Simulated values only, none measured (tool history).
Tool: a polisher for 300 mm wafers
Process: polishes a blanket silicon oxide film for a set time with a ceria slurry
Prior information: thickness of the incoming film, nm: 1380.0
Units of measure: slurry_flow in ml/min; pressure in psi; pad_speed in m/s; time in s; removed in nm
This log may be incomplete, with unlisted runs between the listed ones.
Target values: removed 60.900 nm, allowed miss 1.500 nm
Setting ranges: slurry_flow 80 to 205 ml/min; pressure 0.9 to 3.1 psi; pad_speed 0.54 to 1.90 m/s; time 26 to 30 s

run  hour  slurry_flow  pressure  pad_speed  time  removed
  1   0.0          135       2.0       1.22    30   93.618
  2   7.8          125       1.7       1.22    30   78.369
  3  11.3          115       1.6       1.22    30   72.987
  4  12.9          105       1.5       1.22    30   67.348
  5  16.0          105       1.5       1.46    30   78.168
  6  16.5           80       1.5       1.46    30   71.867
  7  17.4           80       1.1       1.46    30   53.574
  8  20.0          115       1.2       1.46    30   64.847
     20.8  -- worn pad replaced by a new one
  9  20.8          110       1.2       1.46    30   71.782
 10  21.5          100       1.2       1.46    30   69.631

Pick the move, out of 4, that brings all results within their allowed miss; only one does.
  A  22.2           85       1.4       1.50    29        ?
  B  22.2          105       1.1       1.60    26        ?
  C  22.2           80       1.4       1.38    28        ?
  D  22.2          110       1.3       1.48    27        ?

move  removed
   A   75.382
   B   60.782
   C   66.110
   D   69.864
A: moves away from the targets compared with the last run
B: every result within its allowed miss
C: nearer than the last run, and not there yet
D: as far off as the last run
Go with B: it meets all targets.
